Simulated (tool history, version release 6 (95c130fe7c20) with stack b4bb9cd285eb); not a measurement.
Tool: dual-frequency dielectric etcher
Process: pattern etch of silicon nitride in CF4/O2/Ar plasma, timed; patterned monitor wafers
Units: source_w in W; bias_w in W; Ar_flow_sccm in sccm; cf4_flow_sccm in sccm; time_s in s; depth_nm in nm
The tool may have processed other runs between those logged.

run	hour	source_w	bias_w	Ar_flow_sccm	cf4_flow_sccm	time_s	depth_nm
1	0	670	37	107	75	315.5	603.47
2	2.9	670	37	107	75	315.5	603.72
3	6.1	670	37	107	75	292	561.71
4	9.9	730	37	107	75	292	600.13
# hour 17.6: source power generator calibrated
5	17.6	730	37	119	75	292	595.43
6	25	790	37	119	75	292	636.14

What will run 7 give?
7	28.8	830	37	119	75	292	?

Logged for run 7: depth_nm 658.89 nm.

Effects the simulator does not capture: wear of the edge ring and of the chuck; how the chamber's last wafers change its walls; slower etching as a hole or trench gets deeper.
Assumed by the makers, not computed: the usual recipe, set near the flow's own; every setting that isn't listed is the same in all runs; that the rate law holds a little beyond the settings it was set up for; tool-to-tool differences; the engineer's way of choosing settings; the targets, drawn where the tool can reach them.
